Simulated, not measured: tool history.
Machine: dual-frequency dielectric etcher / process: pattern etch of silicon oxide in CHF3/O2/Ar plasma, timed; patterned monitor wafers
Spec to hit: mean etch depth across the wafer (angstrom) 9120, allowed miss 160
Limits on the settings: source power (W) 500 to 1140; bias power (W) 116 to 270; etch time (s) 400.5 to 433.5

run,hour,source power (W),bias power (W),etch time (s),mean etch depth across the wafer (angstrom)
1,0,820,193,433.5,10042
2,6.1,720,193,433.5,9567.8
3,9.5,720,193,400.5,8814.6
4,14.7,730,193,400.5,8890.9
5,19.9,730,193,433.5,9601.5
6,22.6,710,192,433.5,9499.7
7,30.3,690,191,433.5,9354.7
8,31.7,680,191,433.5,9321.1

Which single option among these 5 for the next run brings every result within its allowed miss of target? Just one does.
A,33.1,690,185,412.5,?
B,33.1,700,192,400.5,?
C,33.1,700,201,426,?
D,33.1,690,197,418.5,?
E,33.1,640,202,407.5,?

move,mean etch depth across the wafer (angstrom)
A,8866.7
B,8738.5
C,9406.4
D,9142.6
E,8711.5
A: takes the biggest miss from the last run beyond its target
B: takes the biggest miss from the last run beyond its target
C: lands further from the targets than the last run did
D: all results land within tolerance of their targets
E: takes the biggest miss from the last run beyond its target
So the answer is move D, the one that meets all the targets.
